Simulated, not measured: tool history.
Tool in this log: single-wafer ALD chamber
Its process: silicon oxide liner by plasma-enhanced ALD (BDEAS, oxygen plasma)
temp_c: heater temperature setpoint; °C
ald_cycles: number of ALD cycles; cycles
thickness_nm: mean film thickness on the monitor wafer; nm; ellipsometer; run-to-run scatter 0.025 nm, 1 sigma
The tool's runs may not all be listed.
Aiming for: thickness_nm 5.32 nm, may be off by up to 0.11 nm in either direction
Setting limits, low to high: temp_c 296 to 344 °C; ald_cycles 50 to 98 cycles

{"run": 1, "hour": 0.0, "temp_c": 320, "ald_cycles": 74, "thickness_nm": 6.2554}
{"run": 2, "hour": 6.4, "temp_c": 321, "ald_cycles": 70, "thickness_nm": 5.878}
{"run": 3, "hour": 13.0, "temp_c": 317, "ald_cycles": 70, "thickness_nm": 5.88}
{"run": 4, "hour": 16.7, "temp_c": 326, "ald_cycles": 70, "thickness_nm": 5.8226}
{"run": 5, "hour": 17.6, "temp_c": 334, "ald_cycles": 70, "thickness_nm": 5.7995}
{"run": 6, "hour": 18.9, "temp_c": 334, "ald_cycles": 78, "thickness_nm": 6.4318}
{"run": 7, "hour": 22.5, "temp_c": 335, "ald_cycles": 73, "thickness_nm": 5.9605}
{"run": 8, "hour": 25.1, "temp_c": 336, "ald_cycles": 70, "thickness_nm": 5.7444}
{"run": 9, "hour": 27.7, "temp_c": 336, "ald_cycles": 68, "thickness_nm": 5.5295}
{"run": 10, "hour": 33.5, "temp_c": 336, "ald_cycles": 67, "thickness_nm": 5.4951}

4 candidate next runs follow, results not yet known. Just one meets every target within its allowed miss. Identify it.
{"run": "A", "hour": 39.3, "temp_c": 338, "ald_cycles": 69, "thickness_nm": "?"}
{"run": "B", "hour": 39.3, "temp_c": 331, "ald_cycles": 68, "thickness_nm": "?"}
{"run": "C", "hour": 39.3, "temp_c": 325, "ald_cycles": 68, "thickness_nm": "?"}
{"run": "D", "hour": 39.3, "temp_c": 334, "ald_cycles": 65, "thickness_nm": "?"}

move=A thickness_nm=5.6466
move=B thickness_nm=5.6152
move=C thickness_nm=5.6585
move=D thickness_nm=5.3468
A: misses by more than the last run did
B: misses by more than the last run did
C: misses by more than the last run did
D: meets every target
The right move is D.
